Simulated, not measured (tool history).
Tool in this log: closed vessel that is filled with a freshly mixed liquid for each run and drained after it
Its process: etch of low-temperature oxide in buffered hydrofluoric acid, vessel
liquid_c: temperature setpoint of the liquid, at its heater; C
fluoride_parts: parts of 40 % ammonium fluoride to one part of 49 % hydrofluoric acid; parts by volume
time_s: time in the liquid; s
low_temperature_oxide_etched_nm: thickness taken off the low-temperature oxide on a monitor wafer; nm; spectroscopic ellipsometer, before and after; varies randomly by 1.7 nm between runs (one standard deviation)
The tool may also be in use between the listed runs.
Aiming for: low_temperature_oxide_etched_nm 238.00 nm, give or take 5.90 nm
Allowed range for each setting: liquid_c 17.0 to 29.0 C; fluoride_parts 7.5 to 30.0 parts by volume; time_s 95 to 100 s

run	hour	liquid_c	fluoride_parts	time_s	low_temperature_oxide_etched_nm
1	0.0	21.0	21.0	95	168.69
2	7.6	19.0	21.0	95	149.44
3	10.6	19.0	21.0	100	157.35
4	14.9	19.0	21.0	95	148.50
5	22.0	19.0	26.5	95	126.87
6	24.2	20.5	26.5	95	138.08
7	28.5	22.0	26.5	95	150.71
8	35.0	23.0	26.0	95	163.15
9	41.5	24.0	26.0	95	170.11
10	45.9	28.0	23.0	95	229.44

Which single option among these 5 for the next run brings every result within its allowed miss of target? Just one does.
A	50.3	29.0	26.0	100	?
B	50.3	25.5	20.5	95	?
C	50.3	29.0	23.5	100	?
D	50.3	28.5	21.5	95	?
E	50.3	25.5	20.0	95	?

move	low_temperature_oxide_etched_nm
A	236.61
B	218.80
C	253.60
D	249.28
E	222.55
A: every result within its allowed miss
B: the biggest miss grows against the last run
C: the result that was furthest off in the last run now lies on the other side of its target
D: the result that was furthest off in the last run now lies on the other side of its target
E: the biggest miss grows against the last run
Go with A: it meets all targets.
